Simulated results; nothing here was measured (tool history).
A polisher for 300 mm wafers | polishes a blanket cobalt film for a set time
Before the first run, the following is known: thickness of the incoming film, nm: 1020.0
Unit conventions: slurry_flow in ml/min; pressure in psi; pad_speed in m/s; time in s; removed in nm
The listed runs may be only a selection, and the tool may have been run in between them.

Run 1, hour 0.0: slurry_flow 185 ml/min, pressure 1.7 psi, pad_speed 1.12 m/s, time 41 s. Result: removed 150.16 nm.
Run 2, hour 2.8: slurry_flow 190 ml/min, pressure 1.8 psi, pad_speed 1.12 m/s, time 41 s. Result: removed 160.26 nm.
Run 3, hour 10.4: slurry_flow 190 ml/min, pressure 1.8 psi, pad_speed 0.96 m/s, time 41 s. Result: removed 138.26 nm.
Run 4, hour 14.8: slurry_flow 190 ml/min, pressure 2.0 psi, pad_speed 0.96 m/s, time 41 s. Result: removed 155.06 nm.
Run 5, hour 19.7: slurry_flow 190 ml/min, pressure 2.0 psi, pad_speed 0.84 m/s, time 41 s. Result: removed 133.42 nm.
Run 6, hour 26.1: slurry_flow 190 ml/min, pressure 2.0 psi, pad_speed 1.00 m/s, time 41 s. Result: removed 160.34 nm.

Expected results for the next run?
Run 7, hour 32.9: slurry_flow 195 ml/min, pressure 2.1 psi, pad_speed 1.00 m/s, time 41 s. Result: removed ?.

{"run 7": {"removed": 167.14}}
